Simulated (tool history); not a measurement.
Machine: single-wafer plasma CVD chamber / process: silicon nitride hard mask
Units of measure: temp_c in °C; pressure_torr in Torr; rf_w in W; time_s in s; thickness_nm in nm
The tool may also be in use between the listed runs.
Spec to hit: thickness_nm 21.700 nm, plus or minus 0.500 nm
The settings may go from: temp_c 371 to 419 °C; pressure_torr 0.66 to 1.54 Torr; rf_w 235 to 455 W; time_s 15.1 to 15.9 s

Run 1, hour 0.0: temp_c 395 °C, pressure_torr 1.10 Torr, rf_w 345 W, time_s 15.9 s. Result: thickness_nm 18.711 nm.
Run 2, hour 6.4: temp_c 395 °C, pressure_torr 1.10 Torr, rf_w 380 W, time_s 15.9 s. Result: thickness_nm 20.050 nm.
Run 3, hour 14.8: temp_c 395 °C, pressure_torr 1.10 Torr, rf_w 360 W, time_s 15.9 s. Result: thickness_nm 19.409 nm.
Run 4, hour 20.7: temp_c 395 °C, pressure_torr 0.91 Torr, rf_w 360 W, time_s 15.9 s. Result: thickness_nm 17.645 nm.
Run 5, hour 26.0: temp_c 395 °C, pressure_torr 0.91 Torr, rf_w 340 W, time_s 15.9 s. Result: thickness_nm 16.873 nm.
Run 6, hour 28.2: temp_c 395 °C, pressure_torr 1.01 Torr, rf_w 340 W, time_s 15.9 s. Result: thickness_nm 17.853 nm.
Run 7, hour 34.0: temp_c 395 °C, pressure_torr 1.11 Torr, rf_w 345 W, time_s 15.9 s. Result: thickness_nm 18.683 nm.
Run 8, hour 34.6: temp_c 395 °C, pressure_torr 1.20 Torr, rf_w 350 W, time_s 15.9 s. Result: thickness_nm 19.542 nm.
Run 9, hour 40.4: temp_c 395 °C, pressure_torr 1.26 Torr, rf_w 355 W, time_s 15.9 s. Result: thickness_nm 20.021 nm.
Run 10, hour 43.0: temp_c 395 °C, pressure_torr 1.31 Torr, rf_w 360 W, time_s 15.9 s. Result: thickness_nm 20.627 nm.
Run 11, hour 44.7: temp_c 395 °C, pressure_torr 1.34 Torr, rf_w 360 W, time_s 15.9 s. Result: thickness_nm 20.732 nm.

Which one of the following 4 next-run settings gets every result inside its allowed miss? There is exactly one.
Run A, hour 46.4: temp_c 399 °C, pressure_torr 1.32 Torr, rf_w 350 W, time_s 15.1 s. Result: thickness_nm ?.
Run B, hour 46.4: temp_c 392 °C, pressure_torr 1.28 Torr, rf_w 345 W, time_s 15.4 s. Result: thickness_nm ?.
Run C, hour 46.4: temp_c 387 °C, pressure_torr 1.27 Torr, rf_w 410 W, time_s 15.2 s. Result: thickness_nm ?.
Run D, hour 46.4: temp_c 396 °C, pressure_torr 1.32 Torr, rf_w 355 W, time_s 15.1 s. Result: thickness_nm ?.

move  thickness_nm
   A        19.131
   B        19.127
   C        21.551
   D        19.380
A: further off than the last run
B: further off than the last run
C: in spec on every target
D: further off than the last run
Go with C: it meets all targets.
